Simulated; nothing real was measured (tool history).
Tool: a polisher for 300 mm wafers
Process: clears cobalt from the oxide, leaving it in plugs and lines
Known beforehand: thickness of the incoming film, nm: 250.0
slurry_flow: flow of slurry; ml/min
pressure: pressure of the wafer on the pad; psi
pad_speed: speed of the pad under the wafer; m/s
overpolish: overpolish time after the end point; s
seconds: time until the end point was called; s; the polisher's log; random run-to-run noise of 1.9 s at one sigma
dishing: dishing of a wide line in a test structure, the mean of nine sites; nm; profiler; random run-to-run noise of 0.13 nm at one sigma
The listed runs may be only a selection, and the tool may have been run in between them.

run 1 hour=0 | slurry_flow=175 pressure=1.8 pad_speed=0.84 overpolish=13 | seconds=61.804 dishing=35.098
run 2 hour=8.1 | slurry_flow=175 pressure=1.8 pad_speed=0.84 overpolish=10 | seconds=62.793 dishing=30.625
run 3 hour=12.2 | slurry_flow=175 pressure=1.8 pad_speed=0.84 overpolish=7 | seconds=65.015 dishing=23.679
run 4 hour=13.1 | slurry_flow=175 pressure=1.5 pad_speed=0.84 overpolish=7 | seconds=75.897 dishing=20.54
run 5 hour=22.1 | slurry_flow=175 pressure=1.7 pad_speed=0.84 overpolish=7 | seconds=67.181 dishing=21.994
run 6 hour=26.8 | slurry_flow=170 pressure=1.4 pad_speed=0.8 overpolish=6 | seconds=84.992 dishing=16.346
run 7 hour=27.6 | slurry_flow=150 pressure=1.2 pad_speed=0.8 overpolish=5 | seconds=99.711 dishing=11.841

What does the tool deliver on the next run?
run 8 hour=35 | slurry_flow=105 pressure=0.9 pad_speed=0.8 overpolish=4 | seconds=? dishing=?

Run 8 produced seconds 144.56 s, dishing 7.1164 nm.

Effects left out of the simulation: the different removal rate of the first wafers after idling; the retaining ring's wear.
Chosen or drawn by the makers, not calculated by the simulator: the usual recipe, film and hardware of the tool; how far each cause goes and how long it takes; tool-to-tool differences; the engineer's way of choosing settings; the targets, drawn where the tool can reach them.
